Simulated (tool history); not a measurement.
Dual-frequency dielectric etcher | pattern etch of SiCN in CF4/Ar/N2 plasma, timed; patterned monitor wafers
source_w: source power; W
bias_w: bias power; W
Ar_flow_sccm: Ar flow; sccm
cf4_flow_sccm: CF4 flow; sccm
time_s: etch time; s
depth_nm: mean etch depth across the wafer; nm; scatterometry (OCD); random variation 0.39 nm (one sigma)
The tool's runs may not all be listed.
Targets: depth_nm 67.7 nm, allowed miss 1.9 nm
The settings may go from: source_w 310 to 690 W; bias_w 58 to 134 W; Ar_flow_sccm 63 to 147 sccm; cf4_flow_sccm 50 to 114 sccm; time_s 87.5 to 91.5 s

run  hour  source_w  bias_w  Ar_flow_sccm  cf4_flow_sccm  time_s  depth_nm
  1     0       500      96           105             82    87.5    88.468
  2   2.9       530      96           105             82    87.5    94.897
  3   5.9       490      95           105             82    87.5    86.258
  4  13.8       490      95           105             82    91.5    90.868
  5  16.4       490      95           105             82    91.5    90.727
  6  18.2       490      95           105             93    91.5    92.338
  7  26.5       450      94           105             93    91.5    83.195
  8    31       430      94           105             93    91.5    79.064
  9  33.8       410      94           105             93    91.5    75.111
 10  40.5       410      94           105             93    91.5    75.485
 11  44.5       400      94           105             93    91.5    73.773
 12  52.3       390      94           105             93    91.5    71.789

4 next moves are on the table. One of them brings every result within its allowed miss. Which?
  A  60.1       390      75            78             85    91.5         ?
  B  60.1       430     104           115             92      88         ?
  C  60.1       400     109            97             86    91.5         ?
  D  60.1       420     101           106             94    91.5         ?

move  depth_nm
   A    67.978
   B    78.092
   C    76.855
   D    79.238
A: meets every target
B: further off than the last run
C: further off than the last run
D: further off than the last run
Answer: A
